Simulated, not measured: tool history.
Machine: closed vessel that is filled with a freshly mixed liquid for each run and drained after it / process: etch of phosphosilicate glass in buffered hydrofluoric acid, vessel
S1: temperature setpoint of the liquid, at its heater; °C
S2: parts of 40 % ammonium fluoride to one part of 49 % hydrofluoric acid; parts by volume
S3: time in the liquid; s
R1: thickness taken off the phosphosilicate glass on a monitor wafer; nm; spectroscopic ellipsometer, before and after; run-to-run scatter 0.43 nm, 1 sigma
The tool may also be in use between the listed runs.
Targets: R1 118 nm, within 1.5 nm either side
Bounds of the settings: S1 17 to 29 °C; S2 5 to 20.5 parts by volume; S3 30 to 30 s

run  hour    S1    S2  S3      R1
  1     0    21  12.5  30  55.812
  2   3.7    21  12.5  30  55.345
  3  10.3    21  14.5  30  47.585
  4  16.9    21  14.5  30  47.821
  5  18.5    21  14.5  30  47.885
  6  24.1    21  14.5  30   47.97
  7  31.6    25  10.5  30  81.917
  8    33    26    10  30  90.675
  9  34.5    27   9.5  30   100.6
 10  40.7  27.5   9.5  30  103.56
 11  46.3    28   9.5  30  106.26
 12  48.9  28.5   9.5  30   108.7
 13  50.1    29   8.5  30  121.31

Exactly one of the 4 candidate moves below puts every result within its allowed miss. Which one?
  A  51.3  25.5    7  30   ?
  B  51.3    27  7.5  30   ?
  C  51.3    28    8  30   ?
  D  51.3  27.5    8  30   ?

move      R1
   A  123.07
   B  123.79
   C  121.75
   D  118.56
A: further off than the last run
B: further off than the last run
C: further off than the last run
D: all results land within tolerance of their targets
The right move is D.

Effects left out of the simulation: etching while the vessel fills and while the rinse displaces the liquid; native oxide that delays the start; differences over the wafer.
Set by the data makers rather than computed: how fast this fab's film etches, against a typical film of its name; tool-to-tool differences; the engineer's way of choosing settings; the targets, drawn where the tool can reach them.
